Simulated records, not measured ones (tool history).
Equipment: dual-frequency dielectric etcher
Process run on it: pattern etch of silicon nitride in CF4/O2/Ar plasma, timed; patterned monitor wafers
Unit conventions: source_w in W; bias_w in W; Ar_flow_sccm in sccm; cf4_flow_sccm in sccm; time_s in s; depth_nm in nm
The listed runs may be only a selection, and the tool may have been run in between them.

| run | hour | source_w | bias_w | Ar_flow_sccm | cf4_flow_sccm | time_s | depth_nm |
|---|---|---|---|---|---|---|---|
| 1 | 0.0 | 470 | 54 | 108 | 127 | 10 | 17.724 |
| 2 | 3.5 | 470 | 54 | 108 | 149 | 10 | 18.000 |
| 3 | 11.2 | 510 | 54 | 108 | 149 | 10 | 19.483 |
| 4 | 18.6 | 530 | 54 | 108 | 149 | 10 | 20.156 |
| 5 | 20.2 | 530 | 54 | 97 | 149 | 10 | 20.370 |
| 6 | 24.7 | 550 | 54 | 97 | 149 | 10 | 21.206 |

Run 7 has not been measured yet. What should we expect?
| 7 | 25.4 | 560 | 54 | 97 | 149 | 10 | ? |

depth_nm: 21.457 nm

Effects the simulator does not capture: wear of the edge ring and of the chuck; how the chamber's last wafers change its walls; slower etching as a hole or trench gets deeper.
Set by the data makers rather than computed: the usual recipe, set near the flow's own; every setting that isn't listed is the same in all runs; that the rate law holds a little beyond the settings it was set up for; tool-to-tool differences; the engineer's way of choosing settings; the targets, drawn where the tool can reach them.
